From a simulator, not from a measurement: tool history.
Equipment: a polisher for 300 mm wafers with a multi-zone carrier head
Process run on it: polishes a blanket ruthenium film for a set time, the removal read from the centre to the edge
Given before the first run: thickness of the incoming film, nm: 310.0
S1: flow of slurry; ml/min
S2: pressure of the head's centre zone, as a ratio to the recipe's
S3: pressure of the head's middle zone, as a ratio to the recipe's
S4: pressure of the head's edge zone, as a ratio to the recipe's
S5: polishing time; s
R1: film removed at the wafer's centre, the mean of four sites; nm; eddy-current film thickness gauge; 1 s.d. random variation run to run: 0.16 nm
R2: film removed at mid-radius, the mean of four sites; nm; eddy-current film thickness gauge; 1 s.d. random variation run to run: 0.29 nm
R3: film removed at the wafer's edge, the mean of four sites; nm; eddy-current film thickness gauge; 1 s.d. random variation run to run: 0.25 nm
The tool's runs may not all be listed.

run,day,S1,S2,S3,S4,S5,R1,R2,R3
1,0,150,1,1,1,51,37.813,37.576,38.185
2,0.088,150,1,1,1,57,42.088,42.063,43.578
3,0.271,140,0.96,0.97,0.96,50,35.222,36.273,36.798
4,0.396,140,0.96,0.97,0.91,50,35.025,35.827,36.356
5,0.492,140,1.02,0.97,0.91,50,36.969,36.451,35.84
6,0.608,140,1.02,0.97,0.97,50,37.096,35.019,37.215
7,0.933,140,0.99,0.96,0.94,44,31.486,31.601,32.5

Run 8 is up next; what results do you expect?
8,1.2,135,0.98,0.95,0.92,40,?,?,?

{"run 8": {"R1": 28.556, "R2": 28.116, "R3": 28.896}}

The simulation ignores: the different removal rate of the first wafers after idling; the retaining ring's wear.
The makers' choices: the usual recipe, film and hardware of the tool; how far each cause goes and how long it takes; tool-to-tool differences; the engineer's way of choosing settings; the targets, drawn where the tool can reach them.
